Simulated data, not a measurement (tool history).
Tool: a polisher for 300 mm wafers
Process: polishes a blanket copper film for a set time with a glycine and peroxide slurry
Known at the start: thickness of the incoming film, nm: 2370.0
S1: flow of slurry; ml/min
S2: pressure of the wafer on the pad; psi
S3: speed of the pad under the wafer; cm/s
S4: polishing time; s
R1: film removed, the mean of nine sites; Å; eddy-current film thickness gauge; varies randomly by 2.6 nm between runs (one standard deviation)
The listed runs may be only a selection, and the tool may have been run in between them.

run	hour	S1	S2	S3	S4	R1
1	0.0	150	2.3	102	117	4400.7
2	5.0	150	2.6	102	117	4941.9
3	13.9	140	2.3	102	117	4373.2
4	19.1	140	2.9	102	117	5231.7
5	25.1	165	2.9	102	117	5470.6
6	31.4	150	2.5	102	117	4736.4
7	37.8	135	2.2	102	117	4190.6
8	46.2	135	2.2	102	117	4147.8
9	53.4	125	2.1	102	117	3993.8
# hour 55.6: head pressure recalibrated
10	55.6	120	2.0	102	117	4064.4
11	62.8	120	2.0	102	117	4092.1
12	69.0	120	1.8	102	117	3814.3

Run 13 is up next; what results do you expect?
13	75.1	120	1.8	102	117	?

R1: 3845.5 Å

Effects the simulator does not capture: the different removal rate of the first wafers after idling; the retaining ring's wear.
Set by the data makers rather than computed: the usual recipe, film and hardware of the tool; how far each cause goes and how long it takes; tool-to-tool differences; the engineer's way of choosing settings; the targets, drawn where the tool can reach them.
